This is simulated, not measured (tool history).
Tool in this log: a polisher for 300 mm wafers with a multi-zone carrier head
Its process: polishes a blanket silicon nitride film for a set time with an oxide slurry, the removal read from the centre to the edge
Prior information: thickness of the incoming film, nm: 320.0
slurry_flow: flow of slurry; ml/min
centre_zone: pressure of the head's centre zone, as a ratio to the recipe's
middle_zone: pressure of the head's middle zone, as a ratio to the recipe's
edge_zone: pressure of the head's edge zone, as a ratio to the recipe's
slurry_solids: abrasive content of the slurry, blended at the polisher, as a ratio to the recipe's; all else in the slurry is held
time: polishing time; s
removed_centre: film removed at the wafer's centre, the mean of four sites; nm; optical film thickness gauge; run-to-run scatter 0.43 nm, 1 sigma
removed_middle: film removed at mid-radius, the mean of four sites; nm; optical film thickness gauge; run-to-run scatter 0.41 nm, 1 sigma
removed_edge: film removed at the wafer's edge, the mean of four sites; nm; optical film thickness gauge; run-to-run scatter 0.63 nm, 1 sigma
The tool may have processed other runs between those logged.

run 1 hour=0 | slurry_flow=305 centre_zone=1 middle_zone=1 edge_zone=1 slurry_solids=1 time=60 | removed_centre=45.726 removed_middle=43.668 removed_edge=44.785
run 2 hour=8.8 | slurry_flow=305 centre_zone=1 middle_zone=1 edge_zone=1 slurry_solids=1.1 time=60 | removed_centre=47.044 removed_middle=45.157 removed_edge=45.965
run 3 hour=16.6 | slurry_flow=305 centre_zone=1 middle_zone=1 edge_zone=1 slurry_solids=1.25 time=60 | removed_centre=48.731 removed_middle=47.431 removed_edge=48.964
run 4 hour=24.7 | slurry_flow=305 centre_zone=1.08 middle_zone=1 edge_zone=1 slurry_solids=1.25 time=60 | removed_centre=53.664 removed_middle=47.113 removed_edge=47.487
run 5 hour=26.5 | slurry_flow=300 centre_zone=1.02 middle_zone=0.99 edge_zone=0.99 slurry_solids=1.2 time=60 | removed_centre=49.898 removed_middle=46.28 removed_edge=47.515
run 6 hour=31.6 | slurry_flow=375 centre_zone=1.02 middle_zone=0.99 edge_zone=0.99 slurry_solids=1.2 time=60 | removed_centre=50.164 removed_middle=47.583 removed_edge=48.077
run 7 hour=33.5 | slurry_flow=375 centre_zone=0.97 middle_zone=0.98 edge_zone=0.99 slurry_solids=1.15 time=60 | removed_centre=47.039 removed_middle=45.25 removed_edge=47.678
run 8 hour=34 | slurry_flow=375 centre_zone=0.93 middle_zone=0.98 edge_zone=0.98 slurry_solids=1.1 time=60 | removed_centre=45.396 removed_middle=45.834 removed_edge=47.18

What does the tool deliver on the next run?
run 9 hour=39.9 | slurry_flow=375 centre_zone=0.93 middle_zone=0.98 edge_zone=0.98 slurry_solids=1.1 time=60 | removed_centre=? removed_middle=? removed_edge=?

{"run 9": {"removed_centre": 45.165, "removed_middle": 44.919, "removed_edge": 46.873}}
